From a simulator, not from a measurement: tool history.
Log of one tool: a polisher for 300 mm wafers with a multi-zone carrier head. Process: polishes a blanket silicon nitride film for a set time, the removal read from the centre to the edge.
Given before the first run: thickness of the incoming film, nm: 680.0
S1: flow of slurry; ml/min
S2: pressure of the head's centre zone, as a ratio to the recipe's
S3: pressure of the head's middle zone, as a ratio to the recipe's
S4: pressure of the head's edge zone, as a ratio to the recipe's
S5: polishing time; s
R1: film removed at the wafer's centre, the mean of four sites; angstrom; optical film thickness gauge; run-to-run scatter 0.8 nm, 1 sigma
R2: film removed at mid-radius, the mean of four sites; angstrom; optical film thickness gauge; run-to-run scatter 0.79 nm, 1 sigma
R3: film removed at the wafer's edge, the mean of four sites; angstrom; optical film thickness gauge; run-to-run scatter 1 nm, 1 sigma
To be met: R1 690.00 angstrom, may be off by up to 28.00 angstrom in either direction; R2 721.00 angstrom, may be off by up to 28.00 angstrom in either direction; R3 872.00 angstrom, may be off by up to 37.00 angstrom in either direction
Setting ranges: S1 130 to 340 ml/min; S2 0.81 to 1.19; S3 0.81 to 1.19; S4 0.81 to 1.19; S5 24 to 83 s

run 1 day=0.000 | S1=220 S2=1.00 S3=1.00 S4=1.00 S5=53 | R1=534.73 R2=545.85 R3=539.90
run 2 day=0.104 | S1=220 S2=0.99 S3=0.99 S4=1.02 S5=55 | R1=547.69 R2=556.42 R3=547.52
run 3 day=0.404 | S1=220 S2=1.07 S3=0.99 S4=1.02 S5=55 | R1=601.08 R2=548.99 R3=559.88
run 4 day=0.546 | S1=220 S2=1.07 S3=0.94 S4=1.02 S5=55 | R1=588.30 R2=529.01 R3=565.26
run 5 day=0.738 | S1=220 S2=1.05 S3=0.93 S4=1.04 S5=57 | R1=614.70 R2=549.46 R3=584.93
run 6 day=0.908 | S1=220 S2=0.96 S3=0.93 S4=1.04 S5=57 | R1=550.92 R2=556.29 R3=597.72
run 7 day=1.192 | S1=220 S2=0.95 S3=0.92 S4=1.05 S5=59 | R1=567.50 R2=557.44 R3=618.55
run 8 day=1.217 | S1=220 S2=0.94 S3=0.92 S4=1.06 S5=61 | R1=591.49 R2=577.56 R3=630.33
-- day=1.517 worn pad replaced by a new one
run 9 day=1.517 | S1=220 S2=0.93 S3=0.91 S4=1.05 S5=63 | R1=688.96 R2=677.97 R3=733.75
run 10 day=1.733 | S1=220 S2=0.93 S3=0.91 S4=1.05 S5=63 | R1=678.65 R2=686.65 R3=737.25
run 11 day=1.775 | S1=220 S2=0.92 S3=0.90 S4=1.05 S5=63 | R1=666.90 R2=662.08 R3=754.83

Which single option among these 5 for the next run brings every result within its allowed miss of target? Just one does.
run A day=1.817 | S1=160 S2=1.03 S3=0.85 S4=1.08 S5=67 | R1=? R2=? R3=?
run B day=1.817 | S1=200 S2=1.01 S3=0.83 S4=1.06 S5=66 | R1=? R2=? R3=?
run C day=1.817 | S1=205 S2=0.99 S3=0.87 S4=1.16 S5=66 | R1=? R2=? R3=?
run D day=1.817 | S1=215 S2=0.81 S3=0.81 S4=1.04 S5=74 | R1=? R2=? R3=?
run E day=1.817 | S1=180 S2=0.93 S3=0.89 S4=1.09 S5=66 | R1=? R2=? R3=?

move=A R1=762.72 R2=646.04 R3=799.45
move=B R1=761.11 R2=642.68 R3=799.07
move=C R1=748.62 R2=670.00 R3=829.53
move=D R1=689.58 R2=713.23 R3=895.36
move=E R1=690.31 R2=671.97 R3=799.25
A: moves toward the targets from the last run without getting all of them in spec
B: moves toward the targets from the last run without getting all of them in spec
C: moves toward the targets from the last run without getting all of them in spec
D: every result lands within tolerance
E: moves toward the targets from the last run without getting all of them in spec
The move that meets every target is D.
